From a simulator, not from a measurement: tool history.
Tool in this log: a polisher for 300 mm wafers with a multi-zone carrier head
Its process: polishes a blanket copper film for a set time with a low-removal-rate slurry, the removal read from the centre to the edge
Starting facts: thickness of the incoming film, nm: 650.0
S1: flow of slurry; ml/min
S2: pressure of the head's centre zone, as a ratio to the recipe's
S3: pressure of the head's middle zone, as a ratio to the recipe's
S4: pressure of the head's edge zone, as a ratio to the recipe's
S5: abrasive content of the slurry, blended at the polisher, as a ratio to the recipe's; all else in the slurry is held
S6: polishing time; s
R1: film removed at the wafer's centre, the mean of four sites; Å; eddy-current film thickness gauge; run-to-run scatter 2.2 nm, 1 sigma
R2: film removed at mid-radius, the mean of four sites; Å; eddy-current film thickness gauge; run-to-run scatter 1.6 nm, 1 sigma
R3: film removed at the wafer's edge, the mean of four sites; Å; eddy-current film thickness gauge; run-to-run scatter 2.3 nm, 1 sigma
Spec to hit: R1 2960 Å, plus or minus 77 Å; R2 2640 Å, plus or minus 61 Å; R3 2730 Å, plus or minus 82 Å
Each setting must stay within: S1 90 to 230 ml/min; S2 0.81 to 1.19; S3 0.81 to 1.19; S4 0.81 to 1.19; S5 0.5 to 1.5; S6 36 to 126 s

{"run": 1, "hour": 0.0, "S1": 150, "S2": 1, "S3": 1, "S4": 1, "S5": 1, "S6": 81, "R1": 1814.3, "R2": 1936.9, "R3": 1920.2}
{"run": 2, "hour": 6.0, "S1": 165, "S2": 1.04, "S3": 1.01, "S4": 1.04, "S5": 1.15, "S6": 83, "R1": 2021.1, "R2": 2097, "R3": 2077.6}
{"run": 3, "hour": 7.6, "S1": 165, "S2": 1.04, "S3": 1.01, "S4": 1.04, "S5": 1, "S6": 83, "R1": 2000.9, "R2": 2035.5, "R3": 2035}
{"run": 4, "hour": 10.6, "S1": 165, "S2": 1.04, "S3": 1.01, "S4": 1.04, "S5": 1, "S6": 75, "R1": 1792.4, "R2": 1834.4, "R3": 1826.9}
{"run": 5, "hour": 18.6, "S1": 165, "S2": 0.98, "S3": 1.01, "S4": 1.04, "S5": 1, "S6": 75, "R1": 1681.2, "R2": 1838.5, "R3": 1806.5}
{"run": 6, "hour": 19.3, "S1": 165, "S2": 0.94, "S3": 1.01, "S4": 1.04, "S5": 1, "S6": 75, "R1": 1601.9, "R2": 1831.5, "R3": 1816.1}
{"run": 7, "hour": 25.8, "S1": 175, "S2": 1, "S3": 1.01, "S4": 1.07, "S5": 1.1, "S6": 79, "R1": 1881.5, "R2": 1997.2, "R3": 1973.6}
{"run": 8, "hour": 31.9, "S1": 175, "S2": 1, "S3": 1.01, "S4": 1.07, "S5": 1.1, "S6": 79, "R1": 1857.5, "R2": 1978.4, "R3": 1988}
{"run": 9, "hour": 38.0, "S1": 215, "S2": 1.1, "S3": 1.03, "S4": 1.17, "S5": 1.35, "S6": 93, "R1": 2582.7, "R2": 2548.3, "R3": 2533.1}
{"run": 10, "hour": 38.8, "S1": 215, "S2": 1.12, "S3": 1.02, "S4": 1.17, "S5": 1.4, "S6": 94, "R1": 2694.1, "R2": 2555.3, "R3": 2618.9}
{"run": 11, "hour": 41.5, "S1": 215, "S2": 1.13, "S3": 1.02, "S4": 1.17, "S5": 1.4, "S6": 94, "R1": 2674.4, "R2": 2555.2, "R3": 2637.2}
{"hour": 48.3, "done": "centre zone pressure recalibrated"}
{"run": 12, "hour": 48.3, "S1": 230, "S2": 1.19, "S3": 1, "S4": 1.14, "S5": 1.5, "S6": 95, "R1": 3071, "R2": 2628.9, "R3": 2689}
{"run": 13, "hour": 56.1, "S1": 230, "S2": 1.18, "S3": 1, "S4": 1.15, "S5": 1.5, "S6": 95, "R1": 3091.8, "R2": 2602.4, "R3": 2704.6}
{"run": 14, "hour": 57.4, "S1": 225, "S2": 1.17, "S3": 1, "S4": 1.15, "S5": 1.5, "S6": 95, "R1": 3062.3, "R2": 2635, "R3": 2696.4}

Which of these 5 next moves meets every target?
{"run": "A", "hour": 58.7, "S1": 230, "S2": 1.09, "S3": 0.96, "S4": 1.09, "S5": 1.5, "S6": 99, "R1": "?", "R2": "?", "R3": "?"}
{"run": "B", "hour": 58.7, "S1": 230, "S2": 1.11, "S3": 1.07, "S4": 1.17, "S5": 1.45, "S6": 97, "R1": "?", "R2": "?", "R3": "?"}
{"run": "C", "hour": 58.7, "S1": 230, "S2": 1.1, "S3": 1.07, "S4": 1.12, "S5": 1.45, "S6": 99, "R1": "?", "R2": "?", "R3": "?"}
{"run": "D", "hour": 58.7, "S1": 230, "S2": 1.18, "S3": 0.92, "S4": 0.89, "S5": 1.5, "S6": 97, "R1": "?", "R2": "?", "R3": "?"}
{"run": "E", "hour": 58.7, "S1": 225, "S2": 1.11, "S3": 1.06, "S4": 1.15, "S5": 1.45, "S6": 98, "R1": "?", "R2": "?", "R3": "?"}

move=A R1=2968.9 R2=2616.6 R3=2773.6
move=B R1=2945.2 R2=2761.8 R3=2770.5
move=C R1=2978.7 R2=2819.1 R3=2780.3
move=D R1=3150 R2=2484.2 R3=2531.4
move=E R1=2966.3 R2=2763 R3=2774.9
A: hits every target within its allowed miss
B: brings the last run's worst result on target, with another outside its allowed miss
C: brings the last run's worst result on target, with another outside its allowed miss
D: misses by more than the last run did
E: brings the last run's worst result on target, with another outside its allowed miss
So the answer is move A, the one that meets all the targets.
